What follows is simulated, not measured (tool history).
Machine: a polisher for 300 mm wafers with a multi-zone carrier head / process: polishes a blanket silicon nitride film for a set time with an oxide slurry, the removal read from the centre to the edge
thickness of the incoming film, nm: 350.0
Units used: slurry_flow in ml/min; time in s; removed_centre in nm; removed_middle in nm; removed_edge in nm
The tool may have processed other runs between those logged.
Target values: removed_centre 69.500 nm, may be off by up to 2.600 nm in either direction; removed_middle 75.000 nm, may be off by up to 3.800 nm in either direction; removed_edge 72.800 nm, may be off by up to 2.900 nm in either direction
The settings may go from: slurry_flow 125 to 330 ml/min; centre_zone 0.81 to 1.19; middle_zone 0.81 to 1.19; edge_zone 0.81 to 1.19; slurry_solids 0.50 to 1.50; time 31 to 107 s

Run 1, day 0.000: slurry_flow 210 ml/min, centre_zone 1.00, middle_zone 1.00, edge_zone 1.00, slurry_solids 1.00, time 69 s. Result: removed_centre 50.201 nm, removed_middle 49.276 nm, removed_edge 51.381 nm.
Run 2, day 0.250: slurry_flow 210 ml/min, centre_zone 1.00, middle_zone 1.00, edge_zone 1.00, slurry_solids 1.00, time 81 s. Result: removed_centre 58.456 nm, removed_middle 59.794 nm, removed_edge 60.551 nm.
Run 3, day 0.604: slurry_flow 215 ml/min, centre_zone 1.01, middle_zone 1.02, edge_zone 1.03, slurry_solids 1.05, time 81 s. Result: removed_centre 60.765 nm, removed_middle 60.918 nm, removed_edge 63.802 nm.
Run 4, day 0.733: slurry_flow 180 ml/min, centre_zone 1.01, middle_zone 1.02, edge_zone 1.03, slurry_solids 1.05, time 81 s. Result: removed_centre 59.436 nm, removed_middle 59.951 nm, removed_edge 61.595 nm.
Run 5, day 0.962: slurry_flow 195 ml/min, centre_zone 1.02, middle_zone 1.05, edge_zone 1.04, slurry_solids 1.10, time 81 s. Result: removed_centre 64.031 nm, removed_middle 62.995 nm, removed_edge 64.340 nm.
Run 6, day 1.233: slurry_flow 205 ml/min, centre_zone 1.01, middle_zone 1.08, edge_zone 1.05, slurry_solids 1.10, time 81 s. Result: removed_centre 62.233 nm, removed_middle 67.292 nm, removed_edge 64.007 nm.
Run 7, day 1.458: slurry_flow 215 ml/min, centre_zone 1.02, middle_zone 1.09, edge_zone 1.07, slurry_solids 1.10, time 81 s. Result: removed_centre 62.929 nm, removed_middle 68.511 nm, removed_edge 66.097 nm.
At day 1.792: slurry nozzle cleaned.
Run 8, day 1.792: slurry_flow 225 ml/min, centre_zone 1.03, middle_zone 1.10, edge_zone 1.08, slurry_solids 1.10, time 81 s. Result: removed_centre 68.006 nm, removed_middle 70.452 nm, removed_edge 69.418 nm.
Run 9, day 1.983: slurry_flow 230 ml/min, centre_zone 1.03, middle_zone 1.11, edge_zone 1.09, slurry_solids 1.10, time 81 s. Result: removed_centre 69.901 nm, removed_middle 72.461 nm, removed_edge 68.804 nm.

Which one of the following 5 next-run settings gets every result inside its allowed miss? There is exactly one.
Run A, day 2.175: slurry_flow 130 ml/min, centre_zone 0.96, middle_zone 1.07, edge_zone 1.13, slurry_solids 0.95, time 107 s. Result: removed_centre ?, removed_middle ?, removed_edge ?.
Run B, day 2.175: slurry_flow 225 ml/min, centre_zone 1.01, middle_zone 1.11, edge_zone 1.10, slurry_solids 1.05, time 87 s. Result: removed_centre ?, removed_middle ?, removed_edge ?.
Run C, day 2.175: slurry_flow 210 ml/min, centre_zone 1.04, middle_zone 1.19, edge_zone 0.99, slurry_solids 1.00, time 87 s. Result: removed_centre ?, removed_middle ?, removed_edge ?.
Run D, day 2.175: slurry_flow 245 ml/min, centre_zone 0.89, middle_zone 1.10, edge_zone 1.13, slurry_solids 1.35, time 83 s. Result: removed_centre ?, removed_middle ?, removed_edge ?.
Run E, day 2.175: slurry_flow 225 ml/min, centre_zone 0.88, middle_zone 1.15, edge_zone 1.04, slurry_solids 1.15, time 91 s. Result: removed_centre ?, removed_middle ?, removed_edge ?.

move  removed_centre  removed_middle  removed_edge
   A          70.188          75.729        80.120
   B          71.039          74.995        73.816
   C          69.712          76.384        67.308
   D          71.288          82.415        82.629
   E          70.483          85.490        79.277
A: takes the biggest miss from the last run beyond its target
B: every result lands within tolerance
C: lands further from the targets than the last run did
D: takes the biggest miss from the last run beyond its target
E: takes the biggest miss from the last run beyond its target
Go with B: it meets all targets.
